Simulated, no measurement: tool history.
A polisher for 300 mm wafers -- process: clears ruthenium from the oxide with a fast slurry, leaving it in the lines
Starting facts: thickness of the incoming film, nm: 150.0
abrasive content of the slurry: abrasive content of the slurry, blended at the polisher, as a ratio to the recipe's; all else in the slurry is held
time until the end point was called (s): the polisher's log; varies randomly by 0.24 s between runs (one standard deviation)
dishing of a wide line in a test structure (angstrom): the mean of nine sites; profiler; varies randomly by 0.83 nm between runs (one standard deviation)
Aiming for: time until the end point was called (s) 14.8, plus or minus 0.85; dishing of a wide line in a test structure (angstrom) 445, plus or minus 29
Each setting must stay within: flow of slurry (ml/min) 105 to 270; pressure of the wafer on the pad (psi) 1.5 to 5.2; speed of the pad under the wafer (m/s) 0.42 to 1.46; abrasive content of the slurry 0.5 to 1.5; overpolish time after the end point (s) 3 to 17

run	hour	flow of slurry (ml/min)	pressure of the wafer on the pad (psi)	speed of the pad under the wafer (m/s)	abrasive content of the slurry	overpolish time after the end point (s)	time until the end point was called (s)	dishing of a wide line in a test structure (angstrom)
1	0	175	3.3	0.94	1	9	34.333	372.55
2	3.3	175	3.6	0.98	1	8	29.411	366.44
3	9.3	175	3.6	0.98	1.2	8	27.067	374.06
4	10.7	175	3.6	0.98	1.4	8	26.188	417.28
5	13.3	175	3.9	1	1.4	7	23.676	406.64
6	14.1	175	3.9	1	1.4	4	23.944	236.76
# hour 16.3: slurry blender recalibrated
7	16.3	175	4.1	1.02	1.4	4	19.797	276.13
8	25	175	4.2	1.02	1.4	4	19.71	275.2
9	30.2	175	4.3	1.02	1.4	4	19.129	283.34
10	38	175	4.4	1.02	1.4	4	18.516	296.17
11	40.4	175	4.5	1.02	1.4	4	17.946	305.03
12	41.2	175	4.6	1.02	1.4	4	17.521	299.52
13	42.6	175	4.7	1.02	1.4	4	17.613	314.93
14	45.6	175	4.8	1.02	1.4	4	17.126	319.64
15	50.6	175	4.9	1.02	1.4	4	16.564	316.62
16	55.7	175	5	1.06	1.45	5	15.845	426.58

Of the 5 settings listed for the next run, only one would bring every result within its allowed miss of target. Which one?
A	60.8	180	5.2	1.08	1.4	4	?	?
B	60.8	155	4.8	1	1.45	6	?	?
C	60.8	150	5.2	1.12	1.35	5	?	?
D	60.8	180	5.1	0.98	1.4	6	?	?
E	60.8	195	4.7	0.98	1.5	6	?	?

move	time until the end point was called (s)	dishing of a wide line in a test structure (angstrom)
A	14.9	371.73
B	17.639	457.97
C	15.017	449.54
D	16.692	480.34
E	17.499	461.15
A: puts the biggest miss on target and leaves a different result outside tolerance
B: misses by more than the last run did
C: in spec on every target
D: misses by more than the last run did
E: misses by more than the last run did
The move that meets every target is C.
